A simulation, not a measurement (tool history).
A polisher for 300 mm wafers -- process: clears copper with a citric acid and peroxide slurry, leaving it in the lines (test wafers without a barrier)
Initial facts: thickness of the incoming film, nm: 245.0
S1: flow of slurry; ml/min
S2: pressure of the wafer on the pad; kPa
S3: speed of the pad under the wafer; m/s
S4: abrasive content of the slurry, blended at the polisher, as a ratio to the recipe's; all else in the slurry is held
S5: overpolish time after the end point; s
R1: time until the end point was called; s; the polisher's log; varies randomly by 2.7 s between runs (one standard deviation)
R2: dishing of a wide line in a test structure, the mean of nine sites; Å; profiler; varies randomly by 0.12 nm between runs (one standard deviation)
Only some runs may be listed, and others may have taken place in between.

run 1 hour=0 | S1=225 S2=17.2 S3=1.16 S4=1 S5=24 | R1=111.24 R2=323.75
run 2 hour=1.3 | S1=225 S2=16.5 S3=1.1 S4=1 S5=21 | R1=121.22 R2=266.11
run 3 hour=5.6 | S1=225 S2=16.5 S3=1.1 S4=1 S5=31 | R1=122.36 R2=372.66
run 4 hour=11.9 | S1=260 S2=16.5 S3=1.1 S4=1 S5=31 | R1=117.67 R2=370.65
run 5 hour=12.7 | S1=310 S2=16.5 S3=1.1 S4=1 S5=31 | R1=115.46 R2=376.06
run 6 hour=15.2 | S1=355 S2=16.5 S3=1.1 S4=1 S5=31 | R1=114.16 R2=387.95
run 7 hour=17.4 | S1=340 S2=15.9 S3=1.02 S4=1 S5=27 | R1=124.29 R2=314.33
run 8 hour=23.4 | S1=345 S2=14.5 S3=0.96 S4=1 S5=24 | R1=147.99 R2=248
run 9 hour=25.1 | S1=345 S2=14.5 S3=0.96 S4=1 S5=24 | R1=148.67 R2=251.66

Expected results for the next run?
run 10 hour=30.1 | S1=345 S2=14.5 S3=0.96 S4=1 S5=24 | R1=? R2=?

Run 10 gave R1 147.19 s, R2 258.9 Å.

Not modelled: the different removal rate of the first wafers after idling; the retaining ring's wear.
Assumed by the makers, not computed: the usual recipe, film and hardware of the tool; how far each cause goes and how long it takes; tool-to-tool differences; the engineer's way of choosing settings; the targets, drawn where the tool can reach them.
